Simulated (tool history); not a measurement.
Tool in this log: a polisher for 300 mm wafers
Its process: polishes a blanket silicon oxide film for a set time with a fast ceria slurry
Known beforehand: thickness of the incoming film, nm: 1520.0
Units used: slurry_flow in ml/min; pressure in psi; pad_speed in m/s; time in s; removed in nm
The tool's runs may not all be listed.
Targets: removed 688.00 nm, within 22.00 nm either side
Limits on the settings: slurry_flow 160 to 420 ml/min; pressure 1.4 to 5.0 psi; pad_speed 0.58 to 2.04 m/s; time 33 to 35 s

{"run": 1, "hour": 0.0, "slurry_flow": 270, "pressure": 3.2, "pad_speed": 1.3, "time": 33, "removed": 836.17}
{"run": 2, "hour": 2.1, "slurry_flow": 270, "pressure": 3.2, "pad_speed": 1.42, "time": 33, "removed": 929.27}
{"run": 3, "hour": 7.9, "slurry_flow": 270, "pressure": 3.0, "pad_speed": 1.42, "time": 33, "removed": 865.11}
{"run": 4, "hour": 14.6, "slurry_flow": 270, "pressure": 3.0, "pad_speed": 1.42, "time": 35, "removed": 932.66}
{"run": 5, "hour": 22.1, "slurry_flow": 270, "pressure": 2.9, "pad_speed": 1.42, "time": 35, "removed": 903.81}
{"run": 6, "hour": 27.4, "slurry_flow": 270, "pressure": 3.4, "pad_speed": 1.42, "time": 35, "removed": 1040.9}
{"run": 7, "hour": 28.0, "slurry_flow": 270, "pressure": 3.2, "pad_speed": 1.42, "time": 35, "removed": 980.33}
{"run": 8, "hour": 34.2, "slurry_flow": 270, "pressure": 3.0, "pad_speed": 1.42, "time": 35, "removed": 925.55}
{"run": 9, "hour": 37.4, "slurry_flow": 270, "pressure": 2.8, "pad_speed": 1.42, "time": 35, "removed": 855.85}
{"run": 10, "hour": 44.6, "slurry_flow": 270, "pressure": 2.7, "pad_speed": 1.42, "time": 35, "removed": 827.98}
{"run": 11, "hour": 45.8, "slurry_flow": 270, "pressure": 2.6, "pad_speed": 1.42, "time": 35, "removed": 793.62}
{"run": 12, "hour": 50.3, "slurry_flow": 265, "pressure": 2.1, "pad_speed": 1.42, "time": 35, "removed": 653.5}
{"run": 13, "hour": 51.3, "slurry_flow": 270, "pressure": 2.1, "pad_speed": 1.42, "time": 35, "removed": 649.87}
{"run": 14, "hour": 56.2, "slurry_flow": 270, "pressure": 2.3, "pad_speed": 1.42, "time": 35, "removed": 724.11}
{"run": 15, "hour": 61.2, "slurry_flow": 265, "pressure": 2.3, "pad_speed": 1.42, "time": 35, "removed": 715.2}

Exactly one of the 5 candidate moves below puts every result within its allowed miss. Which one?
{"run": "A", "hour": 66.2, "slurry_flow": 315, "pressure": 1.9, "pad_speed": 1.74, "time": 33, "removed": "?"}
{"run": "B", "hour": 66.2, "slurry_flow": 230, "pressure": 2.3, "pad_speed": 1.5, "time": 35, "removed": "?"}
{"run": "C", "hour": 66.2, "slurry_flow": 230, "pressure": 2.4, "pad_speed": 1.46, "time": 35, "removed": "?"}
{"run": "D", "hour": 66.2, "slurry_flow": 190, "pressure": 2.3, "pad_speed": 1.38, "time": 34, "removed": "?"}
{"run": "E", "hour": 66.2, "slurry_flow": 280, "pressure": 2.3, "pad_speed": 1.26, "time": 35, "removed": "?"}

move=A removed=692.87
move=B removed=736.99
move=C removed=747.48
move=D removed=643.32
move=E removed=635.82
A: all results in spec
B: further off than the last run
C: further off than the last run
D: takes the biggest miss from the last run beyond its target
E: takes the biggest miss from the last run beyond its target
Move A is the one to make.

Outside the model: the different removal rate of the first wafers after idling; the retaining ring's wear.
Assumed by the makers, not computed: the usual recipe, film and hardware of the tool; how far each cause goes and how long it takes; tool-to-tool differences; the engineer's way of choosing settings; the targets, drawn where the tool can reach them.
